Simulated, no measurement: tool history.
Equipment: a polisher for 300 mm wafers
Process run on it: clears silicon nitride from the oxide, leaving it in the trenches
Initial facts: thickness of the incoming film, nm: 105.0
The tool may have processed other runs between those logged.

run	day	flow of slurry (ml/min)	pressure of the wafer on the pad (kPa)	speed of the pad under the wafer (cm/s)	overpolish time after the end point (s)	time until the end point was called (s)
1	0.000	135	15.2	94	25	187.12
2	0.250	135	15.2	74	25	235.76
3	0.600	145	15.2	74	25	232.58
4	0.967	145	15.2	94	25	185.46
5	1.083	140	13.8	90	25	212.98
6	1.417	115	13.8	90	25	218.18
7	1.729	115	12.4	88	25	245.99
8	1.792	115	12.4	88	25	246.95
9	2.112	115	11.7	86	25	263.20
10	2.350	115	11.0	84	25	290.11
11	2.629	115	10.3	84	25	300.19
12	2.796	115	9.7	84	25	325.88
13	2.983	115	9.0	84	25	350.41

What does the tool deliver on the next run?
14	3.138	115	8.3	84	25	?

{"run 14": {"time until the end point was called (s)": 381.16}}
